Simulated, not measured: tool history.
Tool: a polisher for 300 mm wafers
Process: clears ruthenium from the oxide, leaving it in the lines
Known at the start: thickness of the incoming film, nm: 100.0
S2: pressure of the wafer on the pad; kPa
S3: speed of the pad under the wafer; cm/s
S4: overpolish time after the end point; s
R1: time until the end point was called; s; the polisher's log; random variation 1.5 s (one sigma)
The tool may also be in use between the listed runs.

Run 1, hour 0: flow of slurry (ml/min) 310, S2 15.2 kPa, S3 84 cm/s, S4 8 s. Result: R1 117.54 s.
Run 2, hour 0.8: flow of slurry (ml/min) 310, S2 16.5 kPa, S3 84 cm/s, S4 8 s. Result: R1 104.25 s.
Run 3, hour 9.3: flow of slurry (ml/min) 310, S2 16.5 kPa, S3 84 cm/s, S4 8 s. Result: R1 107.69 s.
Run 4, hour 11: flow of slurry (ml/min) 310, S2 17.2 kPa, S3 84 cm/s, S4 8 s. Result: R1 105.03 s.
Run 5, hour 17.5: flow of slurry (ml/min) 310, S2 13.8 kPa, S3 84 cm/s, S4 8 s. Result: R1 125.97 s.
Run 6, hour 19.9: flow of slurry (ml/min) 310, S2 15.2 kPa, S3 86 cm/s, S4 8 s. Result: R1 114.22 s.

The next listed run, before its measurement:
Run 7, hour 25.1: flow of slurry (ml/min) 310, S2 16.5 kPa, S3 86 cm/s, S4 8 s. Result: R1 ?.

Run 7 gave R1 104.09 s.
